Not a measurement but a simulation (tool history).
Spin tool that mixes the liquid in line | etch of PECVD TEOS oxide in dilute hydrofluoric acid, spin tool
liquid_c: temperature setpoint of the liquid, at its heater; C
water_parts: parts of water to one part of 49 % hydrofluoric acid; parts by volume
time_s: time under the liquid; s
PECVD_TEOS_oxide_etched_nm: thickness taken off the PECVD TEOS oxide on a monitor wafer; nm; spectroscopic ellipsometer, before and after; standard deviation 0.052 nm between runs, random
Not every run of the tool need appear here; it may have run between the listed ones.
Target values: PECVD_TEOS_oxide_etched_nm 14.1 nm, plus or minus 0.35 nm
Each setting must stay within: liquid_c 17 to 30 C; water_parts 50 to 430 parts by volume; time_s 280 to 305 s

Run 1, hour 0: liquid_c 22 C, water_parts 240 parts by volume, time_s 280 s. Result: PECVD_TEOS_oxide_etched_nm 21.101 nm.
Run 2, hour 1.7: liquid_c 21 C, water_parts 250 parts by volume, time_s 280 s. Result: PECVD_TEOS_oxide_etched_nm 19.436 nm.
Run 3, hour 8.9: liquid_c 21 C, water_parts 250 parts by volume, time_s 305 s. Result: PECVD_TEOS_oxide_etched_nm 21.117 nm.
Run 4, hour 15.5: liquid_c 24.5 C, water_parts 250 parts by volume, time_s 305 s. Result: PECVD_TEOS_oxide_etched_nm 24.058 nm.
Run 5, hour 21.3: liquid_c 23 C, water_parts 265 parts by volume, time_s 305 s. Result: PECVD_TEOS_oxide_etched_nm 21.181 nm.
Run 6, hour 22.7: liquid_c 23 C, water_parts 265 parts by volume, time_s 305 s. Result: PECVD_TEOS_oxide_etched_nm 21.176 nm.
Run 7, hour 28.9: liquid_c 19 C, water_parts 310 parts by volume, time_s 305 s. Result: PECVD_TEOS_oxide_etched_nm 14.998 nm.
Run 8, hour 30.2: liquid_c 18.5 C, water_parts 310 parts by volume, time_s 305 s. Result: PECVD_TEOS_oxide_etched_nm 14.677 nm.
Run 9, hour 30.8: liquid_c 18 C, water_parts 310 parts by volume, time_s 305 s. Result: PECVD_TEOS_oxide_etched_nm 14.48 nm.

4 candidate next runs follow, results not yet known. Just one meets every target within its allowed miss. Identify it.
Run A, hour 31.4: liquid_c 17 C, water_parts 305 parts by volume, time_s 300 s. Result: PECVD_TEOS_oxide_etched_nm ?.
Run B, hour 31.4: liquid_c 18 C, water_parts 305 parts by volume, time_s 305 s. Result: PECVD_TEOS_oxide_etched_nm ?.
Run C, hour 31.4: liquid_c 17 C, water_parts 295 parts by volume, time_s 305 s. Result: PECVD_TEOS_oxide_etched_nm ?.
Run D, hour 31.4: liquid_c 17.5 C, water_parts 300 parts by volume, time_s 305 s. Result: PECVD_TEOS_oxide_etched_nm ?.

move  PECVD_TEOS_oxide_etched_nm
   A                       13.97
   B                      14.747
   C                      14.808
   D                      14.777
A: in spec on every target
B: its largest miss is bigger than the last run's
C: its largest miss is bigger than the last run's
D: its largest miss is bigger than the last run's
Correct choice: A, which meets every target
